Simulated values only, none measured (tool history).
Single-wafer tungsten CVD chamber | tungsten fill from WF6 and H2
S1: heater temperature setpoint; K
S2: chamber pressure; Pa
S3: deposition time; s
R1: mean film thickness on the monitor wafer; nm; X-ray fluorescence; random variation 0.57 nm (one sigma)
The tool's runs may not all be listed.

| run | day | S1 | S2 | S3 | R1 |
|---|---|---|---|---|---|
| 1 | 0 | 673.15 | 3906 | 30.1 | 95.305 |
| 2 | 0.229 | 663.15 | 3906 | 30.1 | 76.044 |
| 3 | 0.279 | 654.15 | 3906 | 30.1 | 61.675 |
| 4 | 0.379 | 657.15 | 3920 | 30.1 | 66.626 |
| 5 | 0.712 | 657.15 | 4266 | 30.1 | 70.114 |
| 6 | 0.8 | 665.15 | 4266 | 30.1 | 83.957 |
| 7 | 0.858 | 666.15 | 4266 | 30.1 | 85.09 |
| 8 | 1.204 | 667.15 | 4266 | 30.1 | 88.152 |

Run 9 comes next. What will it give?
| 9 | 1.471 | 668.15 | 4266 | 30.1 | ? |

{"run 9": {"R1": 89.851}}
